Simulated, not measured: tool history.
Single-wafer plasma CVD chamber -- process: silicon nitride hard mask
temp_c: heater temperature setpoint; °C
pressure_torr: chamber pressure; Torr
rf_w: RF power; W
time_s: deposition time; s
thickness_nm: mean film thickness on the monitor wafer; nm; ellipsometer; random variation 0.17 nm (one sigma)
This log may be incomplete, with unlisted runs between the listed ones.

Run 1, hour 0.0: temp_c 375 °C, pressure_torr 1.94 Torr, rf_w 240 W, time_s 28.4 s. Result: thickness_nm 30.265 nm.
Run 2, hour 0.6: temp_c 375 °C, pressure_torr 1.68 Torr, rf_w 240 W, time_s 28.4 s. Result: thickness_nm 29.063 nm.
Run 3, hour 1.7: temp_c 375 °C, pressure_torr 1.68 Torr, rf_w 240 W, time_s 26.9 s. Result: thickness_nm 27.660 nm.
Run 4, hour 6.4: temp_c 375 °C, pressure_torr 1.68 Torr, rf_w 225 W, time_s 26.9 s. Result: thickness_nm 26.108 nm.
Run 5, hour 7.6: temp_c 375 °C, pressure_torr 1.88 Torr, rf_w 235 W, time_s 27.0 s. Result: thickness_nm 28.434 nm.
Run 6, hour 16.3: temp_c 380 °C, pressure_torr 1.88 Torr, rf_w 235 W, time_s 27.0 s. Result: thickness_nm 27.999 nm.
Run 7, hour 20.0: temp_c 379 °C, pressure_torr 2.07 Torr, rf_w 240 W, time_s 27.0 s. Result: thickness_nm 29.544 nm.
Run 8, hour 22.1: temp_c 378 °C, pressure_torr 2.22 Torr, rf_w 245 W, time_s 27.0 s. Result: thickness_nm 30.468 nm.
Run 9, hour 24.0: temp_c 378 °C, pressure_torr 2.32 Torr, rf_w 255 W, time_s 27.0 s. Result: thickness_nm 32.390 nm.
Run 10, hour 28.9: temp_c 378 °C, pressure_torr 2.41 Torr, rf_w 260 W, time_s 27.0 s. Result: thickness_nm 33.112 nm.
Run 11, hour 32.7: temp_c 378 °C, pressure_torr 2.47 Torr, rf_w 265 W, time_s 27.0 s. Result: thickness_nm 33.815 nm.
Run 12, hour 33.5: temp_c 378 °C, pressure_torr 2.52 Torr, rf_w 270 W, time_s 27.0 s. Result: thickness_nm 34.467 nm.
Run 13, hour 42.3: temp_c 378 °C, pressure_torr 2.56 Torr, rf_w 270 W, time_s 27.0 s. Result: thickness_nm 34.271 nm.
Run 14, hour 45.2: temp_c 378 °C, pressure_torr 2.59 Torr, rf_w 275 W, time_s 27.0 s. Result: thickness_nm 34.881 nm.
Run 15, hour 54.1: temp_c 378 °C, pressure_torr 2.61 Torr, rf_w 275 W, time_s 27.0 s. Result: thickness_nm 34.927 nm.
Run 16, hour 57.0: temp_c 378 °C, pressure_torr 2.63 Torr, rf_w 275 W, time_s 27.0 s. Result: thickness_nm 34.998 nm.

Predict the results of run 17:
Run 17, hour 62.2: temp_c 378 °C, pressure_torr 2.64 Torr, rf_w 275 W, time_s 27.0 s. Result: thickness_nm ?.

{"run 17": {"thickness_nm": 35.124}}
